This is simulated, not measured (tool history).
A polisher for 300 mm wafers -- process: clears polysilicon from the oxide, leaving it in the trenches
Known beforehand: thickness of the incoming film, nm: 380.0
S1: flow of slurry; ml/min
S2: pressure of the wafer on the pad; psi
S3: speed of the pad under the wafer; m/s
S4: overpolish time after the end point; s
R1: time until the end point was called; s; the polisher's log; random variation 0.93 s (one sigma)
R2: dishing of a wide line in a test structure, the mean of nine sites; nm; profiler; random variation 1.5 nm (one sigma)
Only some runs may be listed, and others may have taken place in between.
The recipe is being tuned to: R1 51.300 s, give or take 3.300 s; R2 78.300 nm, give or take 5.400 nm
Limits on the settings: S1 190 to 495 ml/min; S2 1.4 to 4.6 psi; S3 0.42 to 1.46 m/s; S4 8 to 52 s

Run 1, day 0.000: S1 320 ml/min, S2 3.0 psi, S3 0.94 m/s, S4 26 s. Result: R1 27.853 s, R2 81.360 nm.
Run 2, day 0.300: S1 320 ml/min, S2 2.6 psi, S3 0.90 m/s, S4 26 s. Result: R1 31.600 s, R2 77.421 nm.
Run 3, day 0.379: S1 320 ml/min, S2 2.6 psi, S3 0.90 m/s, S4 18 s. Result: R1 30.737 s, R2 72.890 nm.
Run 4, day 0.542: S1 320 ml/min, S2 3.0 psi, S3 0.90 m/s, S4 18 s. Result: R1 27.240 s, R2 76.681 nm.
Run 5, day 0.817: S1 315 ml/min, S2 2.7 psi, S3 0.84 m/s, S4 25 s. Result: R1 30.871 s, R2 77.286 nm.
Run 6, day 0.938: S1 315 ml/min, S2 2.3 psi, S3 0.76 m/s, S4 32 s. Result: R1 38.966 s, R2 75.706 nm.
Run 7, day 1.183: S1 315 ml/min, S2 2.1 psi, S3 0.74 m/s, S4 37 s. Result: R1 42.788 s, R2 77.510 nm.
Run 8, day 1.225: S1 315 ml/min, S2 2.0 psi, S3 0.72 m/s, S4 39 s. Result: R1 45.576 s, R2 75.604 nm.

Next run, 5 choices. One meets every target within its allowed miss, the rest don't. Which?
Run A, day 1.267: S1 295 ml/min, S2 2.2 psi, S3 0.68 m/s, S4 37 s. Result: R1 ?, R2 ?.
Run B, day 1.267: S1 300 ml/min, S2 2.2 psi, S3 0.68 m/s, S4 35 s. Result: R1 ?, R2 ?.
Run C, day 1.267: S1 290 ml/min, S2 1.9 psi, S3 0.94 m/s, S4 33 s. Result: R1 ?, R2 ?.
Run D, day 1.267: S1 400 ml/min, S2 2.3 psi, S3 0.64 m/s, S4 52 s. Result: R1 ?, R2 ?.
Run E, day 1.267: S1 320 ml/min, S2 1.8 psi, S3 0.68 m/s, S4 42 s. Result: R1 ?, R2 ?.

move      R1      R2
   A  43.967  80.507
   B  43.918  80.022
   C  42.009  79.883
   D  42.691  82.364
   E  52.975  79.972
A: lands further from the targets than the last run did
B: lands further from the targets than the last run did
C: lands further from the targets than the last run did
D: lands further from the targets than the last run did
E: all results land within tolerance of their targets
The right move is E.
